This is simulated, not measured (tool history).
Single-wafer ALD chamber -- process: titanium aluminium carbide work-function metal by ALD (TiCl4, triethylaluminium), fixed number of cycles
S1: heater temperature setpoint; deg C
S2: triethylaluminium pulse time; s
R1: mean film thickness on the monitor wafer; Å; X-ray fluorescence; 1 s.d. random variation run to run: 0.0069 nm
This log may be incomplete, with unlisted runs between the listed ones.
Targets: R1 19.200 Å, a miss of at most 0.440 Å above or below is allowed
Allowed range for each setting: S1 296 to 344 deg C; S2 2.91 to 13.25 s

run  hour   S1    S2      R1
  1   0.0  320  8.08  21.318
  2   5.2  315  7.47  20.505
  3   6.3  312  7.17  20.039
  4   9.7  312  8.19  20.838
  5  18.6  312  9.77  21.365
  6  22.9  308  9.00  20.714
  7  26.4  308  9.00  20.754
  8  35.3  305  8.41  20.370
  9  37.1  297  6.30  18.195
 10  37.9  299  6.50  18.577

Exercise: of the 5 proposed moves below, exactly one satisfies all targets within the stated allowed misses. Which move is it?
  A  38.7  296  7.74   ?
  B  38.7  307  5.68   ?
  C  38.7  301  6.11   ?
  D  38.7  296  6.40   ?
  E  38.7  301  8.92   ?

move      R1
   A  19.337
   B  18.166
   C  18.311
   D  18.280
   E  20.277
A: meets every target
B: the biggest miss grows against the last run
C: the biggest miss grows against the last run
D: the biggest miss grows against the last run
E: carries the result that was furthest off beyond its target, to the other side
So the answer is move A, the one that meets all the targets.
